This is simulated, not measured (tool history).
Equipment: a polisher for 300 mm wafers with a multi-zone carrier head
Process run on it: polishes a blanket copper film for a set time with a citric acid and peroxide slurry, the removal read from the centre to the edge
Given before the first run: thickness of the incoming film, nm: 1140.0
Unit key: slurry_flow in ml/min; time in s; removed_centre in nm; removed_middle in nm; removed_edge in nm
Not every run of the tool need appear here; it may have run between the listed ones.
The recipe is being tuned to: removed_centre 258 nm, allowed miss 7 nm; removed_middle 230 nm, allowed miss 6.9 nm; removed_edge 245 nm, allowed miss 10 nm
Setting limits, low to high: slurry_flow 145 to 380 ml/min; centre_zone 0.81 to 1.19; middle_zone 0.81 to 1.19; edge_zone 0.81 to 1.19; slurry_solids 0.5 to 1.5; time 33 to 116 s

run	day	slurry_flow	centre_zone	middle_zone	edge_zone	slurry_solids	time	removed_centre	removed_middle	removed_edge
1	0	245	1	1	1	1	74	214.38	210.76	220.31
2	0.096	260	1.03	1.01	1.03	1.05	74	230.26	216.48	223.97
3	0.171	260	1.03	1.01	1.09	1.05	74	234.05	219.45	225.08
4	0.258	205	1.03	1.01	1.09	1.05	74	224.07	214.41	226.5
5	0.529	205	1.03	1.01	1.09	1.15	74	229.65	216.21	236.21
6	0.642	205	0.98	1.01	1.09	1.15	74	218.17	220.62	233.62
7	0.983	225	1	1.01	1.1	1.2	74	230.07	221.63	232.85
8	1.35	225	1.01	1.01	1.11	1.25	74	232.16	221.4	238.63
9	1.538	240	1.02	1.02	1.11	1.3	74	237.37	233.69	245.39
10	1.738	250	1.04	1.01	1.11	1.3	74	243.69	232.98	245.55
11	2.104	250	1.04	1.01	1.11	1.3	74	244.83	228.01	242.6
12	2.462	255	1.05	1.01	1.11	1.3	74	244.65	232.76	252.48
13	2.825	275	1.06	1	1.11	1.2	75	248.48	227.61	245.67

Pick the move, out of 4, that brings all results within their allowed miss; only one does.
A	3.188	290	1.02	0.91	0.96	1.45	76	?	?	?
B	3.188	225	1.19	1.17	1.18	1.05	72	?	?	?
C	3.188	345	1.19	1.14	1.14	1.05	70	?	?	?
D	3.188	245	0.98	0.99	1.11	1.35	75	?	?	?

move	removed_centre	removed_middle	removed_edge
A	255.77	225.04	244.88
B	253.62	229.33	231.09
C	256.09	226.33	226.6
D	234.32	228.13	251.68
A: every result within its allowed miss
B: brings the last run's worst result on target, with another outside its allowed miss
C: brings the last run's worst result on target, with another outside its allowed miss
D: lands further from the targets than the last run did
The right move is A.
